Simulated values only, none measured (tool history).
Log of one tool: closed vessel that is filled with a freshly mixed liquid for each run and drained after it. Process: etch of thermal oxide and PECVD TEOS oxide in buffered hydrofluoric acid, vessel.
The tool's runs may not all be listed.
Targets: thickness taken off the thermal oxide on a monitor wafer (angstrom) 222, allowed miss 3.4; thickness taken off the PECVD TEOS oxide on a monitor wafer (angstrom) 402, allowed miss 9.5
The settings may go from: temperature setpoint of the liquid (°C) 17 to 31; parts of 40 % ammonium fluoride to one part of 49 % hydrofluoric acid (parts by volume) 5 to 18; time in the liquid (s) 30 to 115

run    day  temperature setpoint of the liquid (°C)  parts of 40 % ammonium fluoride to one part of 49 % hydrofluoric acid (parts by volume)  time in the liquid (s)  thickness taken off the thermal oxide on a monitor wafer (angstrom)  thickness taken off the PECVD TEOS oxide on a monitor wafer (angstrom)
  1      0                                       23                                                                                       11                      60                                                               635.88                                                                  1132.8
  2  0.262                                     19.5                                                                                       11                      60                                                               520.03                                                                  954.97
  3  0.354                                     19.5                                                                                       11                      35                                                               305.03                                                                  543.51
  4  0.525                                     19.5                                                                                     12.5                      35                                                               269.69                                                                  484.37
  5  0.617                                     19.5                                                                                     12.5                      60                                                               464.04                                                                  836.79
  6  0.721                                     19.5                                                                                       11                      60                                                               524.58                                                                   945.7
  7  1.029                                       19                                                                                       13                      60                                                               427.45                                                                  775.53
  8  1.417                                     18.5                                                                                     14.5                      60                                                                376.4                                                                  678.31
  9  1.538                                       18                                                                                     15.5                      60                                                               344.01                                                                  621.17
 10  1.633                                     17.5                                                                                       16                      55                                                                295.8                                                                  531.84

Which of these 4 next moves meets every target?
  A  1.729                                       18                                                                                     14.5                      35                                                                    ?                                                                       ?
  B  1.729                                       21                                                                                       14                      30                                                                    ?                                                                       ?
  C  1.729                                     17.5                                                                                       16                      40                                                                    ?                                                                       ?
  D  1.729                                       17                                                                                     14.5                      40                                                                    ?                                                                       ?

move  thickness taken off the thermal oxide on a monitor wafer (angstrom)  thickness taken off the PECVD TEOS oxide on a monitor wafer (angstrom)
   A                                                               213.76                                                                  386.93
   B                                                               224.51                                                                  406.39
   C                                                               215.51                                                                   390.1
   D                                                               230.76                                                                  417.71
A: takes the result that was furthest off past its target
B: meets every target
C: takes the result that was furthest off past its target
D: nearer than the last run, and not there yet
Move B is the one to make.

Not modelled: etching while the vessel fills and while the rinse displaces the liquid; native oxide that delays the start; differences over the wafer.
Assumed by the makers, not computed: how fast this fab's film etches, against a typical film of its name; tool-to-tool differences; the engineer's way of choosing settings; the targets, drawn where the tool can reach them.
